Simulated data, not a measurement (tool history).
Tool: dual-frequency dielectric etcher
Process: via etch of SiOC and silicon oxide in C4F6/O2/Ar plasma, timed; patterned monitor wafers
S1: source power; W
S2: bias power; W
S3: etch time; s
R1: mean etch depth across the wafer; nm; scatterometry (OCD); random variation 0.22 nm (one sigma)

run  hour   S1   S2    S3      R1
  1   0.0  270  214  52.0  52.251
  2   2.4  280  217  52.0  54.012
  3   9.2  290  219  52.0  55.052
  4  14.7  300  220  52.0  56.351
  5  21.2  310  221  52.0  57.322
  6  24.9  310  222  52.0  57.549
  7  26.7  310  223  52.0  57.163
  8  29.2  310  224  52.0  57.395

Forecast run 9:
  9  36.4  310  225  52.0   ?

R1: 57.499 nm
